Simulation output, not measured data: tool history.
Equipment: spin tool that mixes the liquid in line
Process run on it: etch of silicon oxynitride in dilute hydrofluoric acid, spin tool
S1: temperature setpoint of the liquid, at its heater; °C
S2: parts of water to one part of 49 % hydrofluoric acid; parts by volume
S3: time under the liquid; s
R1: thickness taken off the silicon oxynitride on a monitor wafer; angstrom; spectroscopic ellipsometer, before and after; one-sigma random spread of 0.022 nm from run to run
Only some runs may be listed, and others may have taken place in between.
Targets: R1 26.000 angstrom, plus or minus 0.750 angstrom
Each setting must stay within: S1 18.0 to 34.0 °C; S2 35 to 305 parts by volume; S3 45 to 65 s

run 1 hour=0.0 | S1=26.0 S2=170 S3=65 | R1=13.434
run 2 hour=3.6 | S1=28.0 S2=155 S3=65 | R1=16.426
run 3 hour=9.2 | S1=29.5 S2=145 S3=65 | R1=19.129
run 4 hour=12.8 | S1=32.0 S2=145 S3=65 | R1=21.320
run 5 hour=19.9 | S1=32.5 S2=140 S3=65 | R1=22.264
run 6 hour=21.5 | S1=32.5 S2=140 S3=65 | R1=22.030
run 7 hour=25.2 | S1=33.0 S2=135 S3=65 | R1=23.815
run 8 hour=28.5 | S1=33.5 S2=135 S3=65 | R1=24.294

4 candidate next runs follow, results not yet known. Just one meets every target within its allowed miss. Identify it.
run A hour=31.8 | S1=33.0 S2=100 S3=45 | R1=?
run B hour=31.8 | S1=34.0 S2=140 S3=65 | R1=?
run C hour=31.8 | S1=22.5 S2=75 S3=65 | R1=?
run D hour=31.8 | S1=34.0 S2=130 S3=65 | R1=?

move=A R1=23.020
move=B R1=23.715
move=C R1=27.979
move=D R1=25.822
A: lands further from the targets than the last run did
B: lands further from the targets than the last run did
C: takes the biggest miss from the last run beyond its target
D: every result lands within tolerance
D is the move that brings every result within its allowed miss.
